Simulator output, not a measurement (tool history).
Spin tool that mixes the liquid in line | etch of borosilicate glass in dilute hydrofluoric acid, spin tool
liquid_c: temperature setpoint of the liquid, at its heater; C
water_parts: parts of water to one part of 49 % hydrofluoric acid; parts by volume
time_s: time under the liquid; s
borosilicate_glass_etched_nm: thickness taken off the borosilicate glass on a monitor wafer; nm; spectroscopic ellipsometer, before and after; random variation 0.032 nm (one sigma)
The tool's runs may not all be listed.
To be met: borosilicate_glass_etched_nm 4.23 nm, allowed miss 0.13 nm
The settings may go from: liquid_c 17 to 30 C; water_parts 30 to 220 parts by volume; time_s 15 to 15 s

Run 1, hour 0: liquid_c 22 C, water_parts 125 parts by volume, time_s 15 s. Result: borosilicate_glass_etched_nm 5.2876 nm.
Run 2, hour 1.8: liquid_c 22 C, water_parts 85 parts by volume, time_s 15 s. Result: borosilicate_glass_etched_nm 7.9703 nm.
Run 3, hour 5.7: liquid_c 21 C, water_parts 90 parts by volume, time_s 15 s. Result: borosilicate_glass_etched_nm 7.2415 nm.
Run 4, hour 7.7: liquid_c 23.5 C, water_parts 90 parts by volume, time_s 15 s. Result: borosilicate_glass_etched_nm 7.9912 nm.
Run 5, hour 11: liquid_c 23.5 C, water_parts 105 parts by volume, time_s 15 s. Result: borosilicate_glass_etched_nm 6.7735 nm.
Run 6, hour 17.9: liquid_c 23.5 C, water_parts 105 parts by volume, time_s 15 s. Result: borosilicate_glass_etched_nm 6.7872 nm.
Run 7, hour 19.2: liquid_c 22.5 C, water_parts 110 parts by volume, time_s 15 s. Result: borosilicate_glass_etched_nm 6.1388 nm.
Run 8, hour 21.6: liquid_c 21.5 C, water_parts 115 parts by volume, time_s 15 s. Result: borosilicate_glass_etched_nm 5.6287 nm.
Run 9, hour 25.1: liquid_c 21 C, water_parts 115 parts by volume, time_s 15 s. Result: borosilicate_glass_etched_nm 5.5008 nm.
Run 10, hour 30: liquid_c 20.5 C, water_parts 115 parts by volume, time_s 15 s. Result: borosilicate_glass_etched_nm 5.2991 nm.
Run 11, hour 38.3: liquid_c 20 C, water_parts 115 parts by volume, time_s 15 s. Result: borosilicate_glass_etched_nm 5.287 nm.
Run 12, hour 46: liquid_c 19.5 C, water_parts 115 parts by volume, time_s 15 s. Result: borosilicate_glass_etched_nm 5.2273 nm.
Run 13, hour 50.2: liquid_c 19 C, water_parts 115 parts by volume, time_s 15 s. Result: borosilicate_glass_etched_nm 5.0312 nm.
Run 14, hour 56.6: liquid_c 18.5 C, water_parts 115 parts by volume, time_s 15 s. Result: borosilicate_glass_etched_nm 4.9645 nm.
Run 15, hour 63.7: liquid_c 18.5 C, water_parts 115 parts by volume, time_s 15 s. Result: borosilicate_glass_etched_nm 4.9686 nm.
Run 16, hour 70.2: liquid_c 17.5 C, water_parts 120 parts by volume, time_s 15 s. Result: borosilicate_glass_etched_nm 4.5433 nm.

5 next moves are on the table. One of them brings every result within its allowed miss. Which?
Run A, hour 76.7: liquid_c 18 C, water_parts 120 parts by volume, time_s 15 s. Result: borosilicate_glass_etched_nm ?.
Run B, hour 76.7: liquid_c 18.5 C, water_parts 110 parts by volume, time_s 15 s. Result: borosilicate_glass_etched_nm ?.
Run C, hour 76.7: liquid_c 17 C, water_parts 125 parts by volume, time_s 15 s. Result: borosilicate_glass_etched_nm ?.
Run D, hour 76.7: liquid_c 20.5 C, water_parts 135 parts by volume, time_s 15 s. Result: borosilicate_glass_etched_nm ?.
Run E, hour 76.7: liquid_c 19.5 C, water_parts 130 parts by volume, time_s 15 s. Result: borosilicate_glass_etched_nm ?.

move  borosilicate_glass_etched_nm
   A                        4.6437
   B                        5.2261
   C                        4.2553
   D                        4.4976
   E                        4.5104
A: further off than the last run
B: further off than the last run
C: meets every target
D: nearer than the last run, and not there yet
E: nearer than the last run, and not there yet
The right move is C.
